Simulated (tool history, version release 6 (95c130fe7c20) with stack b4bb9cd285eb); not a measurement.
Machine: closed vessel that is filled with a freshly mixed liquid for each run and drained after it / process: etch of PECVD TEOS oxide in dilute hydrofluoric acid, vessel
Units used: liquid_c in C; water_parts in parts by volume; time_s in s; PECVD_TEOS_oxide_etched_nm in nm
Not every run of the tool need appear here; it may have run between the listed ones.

Run 1, hour 0.0: liquid_c 22.0 C, water_parts 230 parts by volume, time_s 60 s. Result: PECVD_TEOS_oxide_etched_nm 5.9075 nm.
Run 2, hour 1.7: liquid_c 22.0 C, water_parts 230 parts by volume, time_s 45 s. Result: PECVD_TEOS_oxide_etched_nm 4.4699 nm.
Run 3, hour 3.4: liquid_c 23.5 C, water_parts 220 parts by volume, time_s 45 s. Result: PECVD_TEOS_oxide_etched_nm 4.9126 nm.
Run 4, hour 11.7: liquid_c 23.5 C, water_parts 205 parts by volume, time_s 45 s. Result: PECVD_TEOS_oxide_etched_nm 5.2783 nm.
Run 5, hour 19.0: liquid_c 23.5 C, water_parts 175 parts by volume, time_s 45 s. Result: PECVD_TEOS_oxide_etched_nm 6.4313 nm.
Run 6, hour 28.3: liquid_c 21.5 C, water_parts 175 parts by volume, time_s 45 s. Result: PECVD_TEOS_oxide_etched_nm 5.9652 nm.
Run 7, hour 35.2: liquid_c 22.5 C, water_parts 170 parts by volume, time_s 45 s. Result: PECVD_TEOS_oxide_etched_nm 6.4812 nm.
Run 8, hour 40.1: liquid_c 23.0 C, water_parts 165 parts by volume, time_s 45 s. Result: PECVD_TEOS_oxide_etched_nm 6.7978 nm.

Predict the results of run 9:
Run 9, hour 43.7: liquid_c 23.5 C, water_parts 165 parts by volume, time_s 45 s. Result: PECVD_TEOS_oxide_etched_nm ?.

{"run 9": {"PECVD_TEOS_oxide_etched_nm": 6.8819}}

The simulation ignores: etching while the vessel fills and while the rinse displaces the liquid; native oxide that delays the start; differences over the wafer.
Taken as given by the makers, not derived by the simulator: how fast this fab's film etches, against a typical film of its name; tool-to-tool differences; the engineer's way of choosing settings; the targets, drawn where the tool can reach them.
